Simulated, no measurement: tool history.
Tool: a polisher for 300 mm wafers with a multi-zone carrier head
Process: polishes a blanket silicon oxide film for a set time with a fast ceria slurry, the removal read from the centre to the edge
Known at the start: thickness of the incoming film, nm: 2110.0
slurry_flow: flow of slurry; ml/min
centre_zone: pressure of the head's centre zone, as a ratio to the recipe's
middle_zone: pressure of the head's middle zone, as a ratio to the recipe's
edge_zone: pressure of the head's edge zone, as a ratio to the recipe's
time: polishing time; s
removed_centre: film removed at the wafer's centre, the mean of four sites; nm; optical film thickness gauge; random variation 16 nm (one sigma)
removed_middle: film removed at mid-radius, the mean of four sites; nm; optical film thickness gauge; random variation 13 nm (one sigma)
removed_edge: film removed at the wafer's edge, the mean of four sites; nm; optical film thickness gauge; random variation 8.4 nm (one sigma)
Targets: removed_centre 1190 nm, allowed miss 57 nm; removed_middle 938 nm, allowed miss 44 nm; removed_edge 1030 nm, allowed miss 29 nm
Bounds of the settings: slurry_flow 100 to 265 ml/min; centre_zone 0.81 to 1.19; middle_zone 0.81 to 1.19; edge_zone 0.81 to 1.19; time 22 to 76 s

run,hour,slurry_flow,centre_zone,middle_zone,edge_zone,time,removed_centre,removed_middle,removed_edge
1,0,170,1,1,1,49,721.88,720.23,721.44
2,6.9,175,1.03,1,1.02,51,785.52,744.19,766.24
3,8.5,175,1,1,1.02,51,749.45,753.84,754.92
4,16.4,175,1,1,1.02,58,855.64,830.95,854.39
5,18.3,150,1,1,1.02,58,826.07,831.6,852.55
6,23.7,150,1,1,1.02,49,714.83,707.64,728.93
7,28.9,155,1.03,1,1.03,51,762.85,735.53,756.05
8,29.5,205,1.13,0.93,1.13,65,1121.7,907.48,1026.9

Which of these 4 next moves meets every target?
A,30.1,225,1.18,0.94,1.09,66,?,?,?
B,30.1,220,1.02,0.94,1.08,65,?,?,?
C,30.1,180,1.14,0.84,1.12,67,?,?,?
D,30.1,205,1.1,0.97,1.14,63,?,?,?

move,removed_centre,removed_middle,removed_edge
A,1204.1,939.41,1056.6
B,1020.8,923.38,1033.6
C,1140.5,843,1064.7
D,1057,909.99,1022.3
A: meets every target
B: further off than the last run
C: brings the result that was furthest off to its target, and leaves another outside
D: further off than the last run
The right move is A.

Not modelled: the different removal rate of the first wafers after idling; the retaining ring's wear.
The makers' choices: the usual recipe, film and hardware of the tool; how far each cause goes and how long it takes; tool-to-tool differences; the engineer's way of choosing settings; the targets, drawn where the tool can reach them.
